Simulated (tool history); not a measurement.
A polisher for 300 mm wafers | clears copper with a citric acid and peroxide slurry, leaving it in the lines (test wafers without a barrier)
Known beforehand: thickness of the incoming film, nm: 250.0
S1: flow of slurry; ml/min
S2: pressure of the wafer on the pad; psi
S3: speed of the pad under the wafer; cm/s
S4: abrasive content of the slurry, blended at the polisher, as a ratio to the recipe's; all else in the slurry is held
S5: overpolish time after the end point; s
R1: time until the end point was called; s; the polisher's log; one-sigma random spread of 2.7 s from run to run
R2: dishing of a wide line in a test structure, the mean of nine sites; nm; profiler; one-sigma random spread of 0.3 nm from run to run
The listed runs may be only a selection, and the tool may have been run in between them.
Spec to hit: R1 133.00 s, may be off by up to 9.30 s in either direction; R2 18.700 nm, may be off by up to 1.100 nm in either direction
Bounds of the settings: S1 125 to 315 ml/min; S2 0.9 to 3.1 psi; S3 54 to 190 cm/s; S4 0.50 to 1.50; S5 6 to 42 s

run    day   S1   S2   S3    S4  S5      R1      R2
  1  0.000  205  2.0  122  1.00  21  144.27  26.633
  2  0.092  235  2.0  122  1.00  21  144.65  27.168
  3  0.404  235  2.0  122  1.00  18  138.31  24.241
  4  0.708  235  2.0  122  1.00  16  141.13  21.305
  5  0.908  235  2.0  122  1.00  15  139.44  20.330
  6  1.054  235  2.0   96  1.00  15  165.09  17.114
  7  1.346  235  2.1   96  1.00  14  157.06  16.580
  8  1.725  235  2.2   96  1.00  14  151.81  17.040
  9  2.062  235  2.3   96  1.00  14  149.06  18.136
 10  2.217  235  2.4   96  1.00  13  143.82  16.875

Exercise: of the 5 proposed moves below, exactly one satisfies all targets within the stated allowed misses. Which move is it?
  A  2.371  220  2.6   84  0.90  17   ?   ?
  B  2.371  185  2.1  128  1.00  11   ?   ?
  C  2.371  245  2.5   90  0.85  14   ?   ?
  D  2.371  305  2.7  108  1.15  11   ?   ?
  E  2.371  225  2.4  108  1.05  13   ?   ?

move      R1      R2
   A  151.25  20.505
   B  131.08  15.631
   C  149.70  17.340
   D  109.17  18.586
   E  128.35  18.620
A: pushes the last run's worst result past its target
B: misses by more than the last run did
C: misses by more than the last run did
D: meets the target for the result that was furthest off, but another lies outside its allowed miss
E: meets every target
Correct choice: E, which meets every target
